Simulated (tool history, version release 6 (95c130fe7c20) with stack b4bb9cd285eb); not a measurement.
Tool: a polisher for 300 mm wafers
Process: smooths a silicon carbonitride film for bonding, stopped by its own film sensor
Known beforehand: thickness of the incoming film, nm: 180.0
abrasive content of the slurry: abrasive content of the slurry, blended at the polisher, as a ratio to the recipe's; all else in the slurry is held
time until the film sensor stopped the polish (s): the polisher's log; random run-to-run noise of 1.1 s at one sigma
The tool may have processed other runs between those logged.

| run | hour | flow of slurry (ml/min) | pressure of the wafer on the pad (psi) | speed of the pad under the wafer (m/s) | abrasive content of the slurry | target thickness at which the film sensor stops the polish (nm) | time until the film sensor stopped the polish (s) |
|---|---|---|---|---|---|---|---|
| 1 | 0 | 255 | 2.5 | 0.9 | 1 | 143 | 101.02 |
| 2 | 3.7 | 255 | 2.5 | 0.9 | 1.05 | 143 | 99.447 |
| 3 | 5.9 | 255 | 3 | 0.9 | 1.05 | 143 | 90.516 |
| 4 | 9.1 | 255 | 3.1 | 0.92 | 1.05 | 143 | 84.655 |
| 5 | 16.8 | 255 | 2.6 | 0.92 | 1.05 | 143 | 95.307 |
| 6 | 23.3 | 255 | 2.7 | 0.94 | 1.05 | 143 | 93.004 |
| 7 | 25.3 | 255 | 2.8 | 0.96 | 1.05 | 143 | 87.253 |

Run 8 comes next. What will it give?
| 8 | 26.1 | 255 | 2.9 | 0.96 | 1.05 | 143 | ? |

Run 8 produced time until the film sensor stopped the polish (s) 86.07.
